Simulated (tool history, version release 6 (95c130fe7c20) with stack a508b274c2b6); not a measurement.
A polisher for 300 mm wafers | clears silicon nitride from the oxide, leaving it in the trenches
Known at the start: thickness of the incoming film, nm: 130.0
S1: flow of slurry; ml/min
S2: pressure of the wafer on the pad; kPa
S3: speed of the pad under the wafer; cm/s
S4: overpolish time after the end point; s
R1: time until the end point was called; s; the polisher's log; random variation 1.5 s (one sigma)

Run 1, hour 0.0: S1 215 ml/min, S2 17.9 kPa, S3 92 cm/s, S4 16 s. Result: R1 171.11 s.
Run 2, hour 3.7: S1 215 ml/min, S2 15.9 kPa, S3 92 cm/s, S4 16 s. Result: R1 186.94 s.
Run 3, hour 9.1: S1 190 ml/min, S2 15.9 kPa, S3 92 cm/s, S4 16 s. Result: R1 193.10 s.
Run 4, hour 14.9: S1 210 ml/min, S2 15.9 kPa, S3 92 cm/s, S4 16 s. Result: R1 186.34 s.
Run 5, hour 20.8: S1 215 ml/min, S2 17.9 kPa, S3 94 cm/s, S4 16 s. Result: R1 163.56 s.
Run 6, hour 29.1: S1 250 ml/min, S2 17.9 kPa, S3 94 cm/s, S4 16 s. Result: R1 163.45 s.
Run 7, hour 34.2: S1 250 ml/min, S2 20.0 kPa, S3 94 cm/s, S4 16 s. Result: R1 143.53 s.
Run 8, hour 41.9: S1 250 ml/min, S2 21.4 kPa, S3 94 cm/s, S4 16 s. Result: R1 136.95 s.

Expected results for the next run?
Run 9, hour 44.1: S1 250 ml/min, S2 22.8 kPa, S3 94 cm/s, S4 16 s. Result: R1 ?.

{"run 9": {"R1": 129.09}}
